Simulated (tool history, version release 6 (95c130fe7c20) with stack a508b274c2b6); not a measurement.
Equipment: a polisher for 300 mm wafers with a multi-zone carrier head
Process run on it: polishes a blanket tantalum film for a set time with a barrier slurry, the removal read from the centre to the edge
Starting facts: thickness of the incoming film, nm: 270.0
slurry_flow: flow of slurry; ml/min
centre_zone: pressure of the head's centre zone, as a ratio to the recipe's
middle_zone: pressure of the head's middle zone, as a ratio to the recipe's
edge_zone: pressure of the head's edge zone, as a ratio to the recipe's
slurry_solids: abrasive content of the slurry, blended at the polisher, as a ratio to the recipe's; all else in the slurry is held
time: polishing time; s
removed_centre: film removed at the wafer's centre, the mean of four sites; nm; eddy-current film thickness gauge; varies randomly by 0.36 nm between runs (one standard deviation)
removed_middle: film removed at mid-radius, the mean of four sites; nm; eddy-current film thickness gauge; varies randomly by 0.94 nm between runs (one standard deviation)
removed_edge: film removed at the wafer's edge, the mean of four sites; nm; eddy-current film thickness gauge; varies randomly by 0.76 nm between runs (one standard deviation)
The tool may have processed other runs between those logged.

Run 1, hour 0.0: slurry_flow 195 ml/min, centre_zone 1.00, middle_zone 1.00, edge_zone 1.00, slurry_solids 1.00, time 51 s. Result: removed_centre 72.200 nm, removed_middle 70.980 nm, removed_edge 71.767 nm.
Run 2, hour 0.7: slurry_flow 215 ml/min, centre_zone 1.00, middle_zone 1.00, edge_zone 1.00, slurry_solids 1.00, time 51 s. Result: removed_centre 74.277 nm, removed_middle 72.388 nm, removed_edge 71.508 nm.
Run 3, hour 2.8: slurry_flow 210 ml/min, centre_zone 0.95, middle_zone 1.00, edge_zone 0.96, slurry_solids 0.85, time 51 s. Result: removed_centre 64.144 nm, removed_middle 67.086 nm, removed_edge 65.868 nm.
Run 4, hour 4.9: slurry_flow 210 ml/min, centre_zone 0.95, middle_zone 0.96, edge_zone 0.96, slurry_solids 0.85, time 51 s. Result: removed_centre 64.927 nm, removed_middle 66.352 nm, removed_edge 65.094 nm.
Run 5, hour 13.8: slurry_flow 195 ml/min, centre_zone 0.91, middle_zone 0.96, edge_zone 0.92, slurry_solids 0.85, time 51 s. Result: removed_centre 60.618 nm, removed_middle 65.038 nm, removed_edge 64.737 nm.
Run 6, hour 19.4: slurry_flow 195 ml/min, centre_zone 0.95, middle_zone 0.96, edge_zone 0.92, slurry_solids 0.85, time 51 s. Result: removed_centre 64.041 nm, removed_middle 63.362 nm, removed_edge 62.142 nm.

Run 7 has not been measured yet. What should we expect?
Run 7, hour 25.2: slurry_flow 185 ml/min, centre_zone 0.92, middle_zone 0.98, edge_zone 0.89, slurry_solids 0.85, time 51 s. Result: removed_centre ?, removed_middle ?, removed_edge ?.

{"run 7": {"removed_centre": 61.904, "removed_middle": 64.365, "removed_edge": 62.305}}
